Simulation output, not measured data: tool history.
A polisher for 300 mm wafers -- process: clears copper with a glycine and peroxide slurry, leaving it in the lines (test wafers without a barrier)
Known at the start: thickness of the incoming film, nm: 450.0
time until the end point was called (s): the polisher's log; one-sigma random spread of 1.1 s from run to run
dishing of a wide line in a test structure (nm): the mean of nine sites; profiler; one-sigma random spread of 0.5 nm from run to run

run    day  flow of slurry (ml/min)  pressure of the wafer on the pad (kPa)  speed of the pad under the wafer (cm/s)  overpolish time after the end point (s)  time until the end point was called (s)  dishing of a wide line in a test structure (nm)
  1      0                      295                                    21.4                                      106                                       15                                   65.019                                           60.382
  2  0.238                      295                                    21.4                                      132                                       15                                    53.35                                            70.44
  3  0.321                      295                                    19.3                                      132                                       15                                   58.753                                           65.356
  4  0.625                      295                                    15.9                                      132                                       15                                   70.633                                           57.189
  5  0.929                      295                                    15.9                                      132                                       10                                   70.647                                           41.182
  6  1.071                      295                                    15.2                                      132                                       11                                   72.913                                           43.223

Predict the results of run 7:
  7  1.283                      295                                    14.5                                      132                                       11                                        ?                                                ?

Run 7 produced time until the end point was called (s) 74.441, dishing of a wide line in a test structure (nm) 41.666.
